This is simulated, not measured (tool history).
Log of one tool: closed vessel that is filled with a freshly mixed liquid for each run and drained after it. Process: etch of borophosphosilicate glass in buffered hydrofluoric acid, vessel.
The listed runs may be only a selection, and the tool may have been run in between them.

run	hour	temperature setpoint of the liquid (°C)	parts of 40 % ammonium fluoride to one part of 49 % hydrofluoric acid (parts by volume)	time in the liquid (s)	thickness taken off the borophosphosilicate glass on a monitor wafer (angstrom)
1	0.0	22.0	12.0	100	1359.4
2	6.3	22.0	8.5	100	1878.7
3	13.0	20.5	10.0	100	1491.2
4	18.2	20.5	10.0	100	1528.9
5	24.3	19.5	11.0	100	1314.2
6	27.4	19.5	9.5	100	1461.9

What will run 7 give?
7	34.4	18.5	10.5	100	?

{"run 7": {"thickness taken off the borophosphosilicate glass on a monitor wafer (angstrom)": 1279.6}}
